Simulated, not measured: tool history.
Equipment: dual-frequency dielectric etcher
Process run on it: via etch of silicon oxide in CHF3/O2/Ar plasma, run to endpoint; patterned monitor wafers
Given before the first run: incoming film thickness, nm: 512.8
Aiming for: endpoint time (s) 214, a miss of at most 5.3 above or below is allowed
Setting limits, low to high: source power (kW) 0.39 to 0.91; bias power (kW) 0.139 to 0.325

run 1 hour=0 | source_power_(kW)=0.65 bias_power_(kW)=0.232 | endpoint_time_(s)=237.64
run 2 hour=8 | source_power_(kW)=0.69 bias_power_(kW)=0.237 | endpoint_time_(s)=235.18
run 3 hour=15 | source_power_(kW)=0.69 bias_power_(kW)=0.262 | endpoint_time_(s)=228.71
run 4 hour=22.7 | source_power_(kW)=0.72 bias_power_(kW)=0.269 | endpoint_time_(s)=223.14
run 5 hour=26.9 | source_power_(kW)=0.74 bias_power_(kW)=0.273 | endpoint_time_(s)=219.82
run 6 hour=32.4 | source_power_(kW)=0.67 bias_power_(kW)=0.273 | endpoint_time_(s)=228.07
run 7 hour=36.3 | source_power_(kW)=0.7 bias_power_(kW)=0.278 | endpoint_time_(s)=224.86
run 8 hour=40.3 | source_power_(kW)=0.7 bias_power_(kW)=0.278 | endpoint_time_(s)=222.09
run 9 hour=44.6 | source_power_(kW)=0.72 bias_power_(kW)=0.281 | endpoint_time_(s)=221
run 10 hour=50.5 | source_power_(kW)=0.73 bias_power_(kW)=0.284 | endpoint_time_(s)=222.36

4 candidate next runs follow, results not yet known. Just one meets every target within its allowed miss. Identify it.
run A hour=56.4 | source_power_(kW)=0.74 bias_power_(kW)=0.262 | endpoint_time_(s)=?
run B hour=56.4 | source_power_(kW)=0.59 bias_power_(kW)=0.316 | endpoint_time_(s)=?
run C hour=56.4 | source_power_(kW)=0.77 bias_power_(kW)=0.291 | endpoint_time_(s)=?
run D hour=56.4 | source_power_(kW)=0.71 bias_power_(kW)=0.247 | endpoint_time_(s)=?

move=A endpoint_time_(s)=223.18
move=B endpoint_time_(s)=225.24
move=C endpoint_time_(s)=214.82
move=D endpoint_time_(s)=229.08
A: misses by more than the last run did
B: misses by more than the last run did
C: meets every target
D: misses by more than the last run did
So the answer is move C, the one that meets all the targets.
